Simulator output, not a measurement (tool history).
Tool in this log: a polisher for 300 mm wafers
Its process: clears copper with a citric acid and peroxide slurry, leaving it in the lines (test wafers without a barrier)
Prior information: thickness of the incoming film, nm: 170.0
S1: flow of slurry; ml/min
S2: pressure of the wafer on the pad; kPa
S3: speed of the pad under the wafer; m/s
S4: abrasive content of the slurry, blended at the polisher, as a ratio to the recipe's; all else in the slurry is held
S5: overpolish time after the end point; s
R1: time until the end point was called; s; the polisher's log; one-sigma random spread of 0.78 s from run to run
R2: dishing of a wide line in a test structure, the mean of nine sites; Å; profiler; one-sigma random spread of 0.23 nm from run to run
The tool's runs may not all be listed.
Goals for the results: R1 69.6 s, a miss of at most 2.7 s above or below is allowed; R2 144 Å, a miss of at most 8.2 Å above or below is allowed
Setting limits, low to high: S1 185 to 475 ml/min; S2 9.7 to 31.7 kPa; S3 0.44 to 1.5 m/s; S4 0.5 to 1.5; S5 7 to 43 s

run 1 hour=0 | S1=305 S2=20.7 S3=0.96 S4=1 S5=22 | R1=62.479 R2=247.5
run 2 hour=2.4 | S1=300 S2=20 S3=0.98 S4=1 S5=19 | R1=61.434 R2=229.7
run 3 hour=7.8 | S1=275 S2=17.9 S3=1.02 S4=0.95 S5=17 | R1=66.991 R2=202.41
run 4 hour=11.9 | S1=275 S2=21.4 S3=1.02 S4=0.95 S5=17 | R1=56.931 R2=225.2
run 5 hour=16 | S1=275 S2=21.4 S3=1.02 S4=0.95 S5=14 | R1=57.215 R2=201.64
run 6 hour=17 | S1=260 S2=20.7 S3=1.02 S4=0.9 S5=13 | R1=61.14 R2=193.46
run 7 hour=20 | S1=245 S2=20 S3=1.04 S4=0.85 S5=12 | R1=62.431 R2=169.09
run 8 hour=22.5 | S1=240 S2=19.3 S3=1.04 S4=0.85 S5=12 | R1=63.45 R2=169.99
run 9 hour=31 | S1=235 S2=18.6 S3=1.04 S4=0.85 S5=11 | R1=65.609 R2=158.84
run 10 hour=39.9 | S1=230 S2=17.2 S3=1.04 S4=0.85 S5=7 | R1=71.169 R2=108.94
run 11 hour=48 | S1=230 S2=17.9 S3=1.04 S4=0.8 S5=8 | R1=69.55 R2=122.51

Exactly one of the 5 candidate moves below puts every result within its allowed miss. Which one?
run A hour=56.1 | S1=250 S2=18.6 S3=1.08 S4=0.8 S5=9 | R1=? R2=?
run B hour=56.1 | S1=320 S2=20 S3=1 S4=0.8 S5=9 | R1=? R2=?
run C hour=56.1 | S1=215 S2=18.6 S3=1.14 S4=0.7 S5=8 | R1=? R2=?
run D hour=56.1 | S1=205 S2=17.9 S3=1.02 S4=1 S5=10 | R1=? R2=?
run E hour=56.1 | S1=255 S2=19.3 S3=1.1 S4=0.7 S5=9 | R1=? R2=?

move=A R1=65.33 R2=140.74
move=B R1=64.086 R2=142.84
move=C R1=65.585 R2=128.74
move=D R1=69.317 R2=145.41
move=E R1=64.134 R2=142.64
A: puts the biggest miss on target and leaves a different result outside tolerance
B: puts the biggest miss on target and leaves a different result outside tolerance
C: nearer the targets than the last run, but a result is still out of spec
D: every result lands within tolerance
E: puts the biggest miss on target and leaves a different result outside tolerance
The move that meets every target is D.
